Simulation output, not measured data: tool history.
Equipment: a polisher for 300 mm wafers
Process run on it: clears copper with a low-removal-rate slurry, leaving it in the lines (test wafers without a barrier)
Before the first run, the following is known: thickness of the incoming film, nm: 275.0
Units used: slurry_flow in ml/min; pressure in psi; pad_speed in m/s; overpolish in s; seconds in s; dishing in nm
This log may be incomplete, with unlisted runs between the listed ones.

run,hour,slurry_flow,pressure,pad_speed,slurry_solids,overpolish,seconds,dishing
1,0.0,145,3.4,0.82,1.0,27,97.633,50.503
2,2.3,145,3.4,0.62,1.0,27,127.510,43.103
3,8.8,145,2.9,0.60,1.0,27,152.920,35.904
4,11.1,145,2.6,0.60,1.0,28,167.520,34.695
5,11.8,145,2.4,0.60,1.0,28,185.170,32.869
6,19.2,115,2.4,0.60,1.0,28,187.100,31.622

Estimate the outcome of run 7 from the log above:
7,25.3,115,2.4,0.60,1.0,28,?,?

{"run 7": {"seconds": 190.01, "dishing": 31.523}}
